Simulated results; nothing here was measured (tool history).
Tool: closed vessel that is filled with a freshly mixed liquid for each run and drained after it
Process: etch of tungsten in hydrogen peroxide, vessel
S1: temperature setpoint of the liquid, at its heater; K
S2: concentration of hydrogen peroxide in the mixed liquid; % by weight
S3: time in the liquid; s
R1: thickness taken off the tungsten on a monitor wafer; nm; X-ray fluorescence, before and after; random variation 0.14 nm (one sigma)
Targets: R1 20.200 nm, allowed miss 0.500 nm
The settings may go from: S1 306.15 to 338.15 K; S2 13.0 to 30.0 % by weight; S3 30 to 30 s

| run | day | S1 | S2 | S3 | R1 |
|---|---|---|---|---|---|
| 1 | 0.000 | 322.15 | 26.0 | 30 | 51.563 |
| 2 | 0.133 | 322.15 | 26.0 | 30 | 51.960 |
| 3 | 0.325 | 320.65 | 26.0 | 30 | 47.223 |
| 4 | 0.571 | 320.65 | 21.5 | 30 | 43.243 |
| 5 | 0.750 | 319.15 | 21.5 | 30 | 38.659 |
| 6 | 1.117 | 319.15 | 23.5 | 30 | 40.840 |
| 7 | 1.333 | 318.15 | 23.5 | 30 | 37.937 |
| 8 | 1.650 | 310.15 | 23.0 | 30 | 22.690 |

5 next moves are on the table. One of them brings every result within its allowed miss. Which?
| A | 1.967 | 306.65 | 25.5 | 30 | ? |
| B | 1.967 | 309.65 | 20.0 | 30 | ? |
| C | 1.967 | 315.65 | 17.0 | 30 | ? |
| D | 1.967 | 311.65 | 23.0 | 30 | ? |
| E | 1.967 | 309.65 | 29.0 | 30 | ? |

| move | R1 |
|---|---|
| A | 19.088 |
| B | 20.681 |
| C | 28.212 |
| D | 25.315 |
| E | 24.903 |
A: takes the result that was furthest off past its target
B: meets every target
C: further off than the last run
D: further off than the last run
E: further off than the last run
The right move is B.

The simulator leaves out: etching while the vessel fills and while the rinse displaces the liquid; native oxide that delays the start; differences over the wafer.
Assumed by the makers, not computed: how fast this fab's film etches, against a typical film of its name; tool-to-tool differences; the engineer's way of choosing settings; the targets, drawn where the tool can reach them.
